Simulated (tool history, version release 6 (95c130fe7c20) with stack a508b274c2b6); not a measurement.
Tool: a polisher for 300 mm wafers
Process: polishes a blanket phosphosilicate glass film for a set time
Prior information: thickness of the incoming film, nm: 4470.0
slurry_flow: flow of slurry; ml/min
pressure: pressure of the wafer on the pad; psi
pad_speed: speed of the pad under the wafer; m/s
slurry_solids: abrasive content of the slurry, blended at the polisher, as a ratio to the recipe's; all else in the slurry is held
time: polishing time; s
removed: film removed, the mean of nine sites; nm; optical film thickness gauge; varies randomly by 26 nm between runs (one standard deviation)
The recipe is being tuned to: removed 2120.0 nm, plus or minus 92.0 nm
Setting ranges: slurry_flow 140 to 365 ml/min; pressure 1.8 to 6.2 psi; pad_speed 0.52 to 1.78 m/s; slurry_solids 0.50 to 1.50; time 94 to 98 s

run,hour,slurry_flow,pressure,pad_speed,slurry_solids,time,removed
1,0.0,235,4.0,1.14,1.00,94,1217.1
2,3.7,195,4.0,1.14,1.00,94,1196.1
3,10.1,195,4.6,1.16,1.00,94,1382.0
4,15.9,195,5.0,1.18,1.00,94,1498.4
5,20.6,195,4.3,1.18,1.00,94,1338.7
6,24.2,195,4.8,1.22,1.00,94,1505.0
7,27.5,195,5.9,1.34,1.00,94,1978.3
8,31.6,195,6.0,1.34,1.00,94,2002.4
9,32.7,195,6.1,1.34,1.00,94,2029.3

Consider the 4 candidate settings below. Which is the only one whose results all fall within their allowed miss of target?
A,33.8,215,5.7,1.24,1.00,96,?
B,33.8,210,6.2,1.32,0.95,98,?
C,33.8,190,5.9,1.26,1.05,94,?
D,33.8,250,5.3,1.52,0.85,94,?

move,removed
A,1849.4
B,2104.5
C,1889.6
D,1931.8
A: misses by more than the last run did
B: all results land within tolerance of their targets
C: misses by more than the last run did
D: misses by more than the last run did
B meets every target.
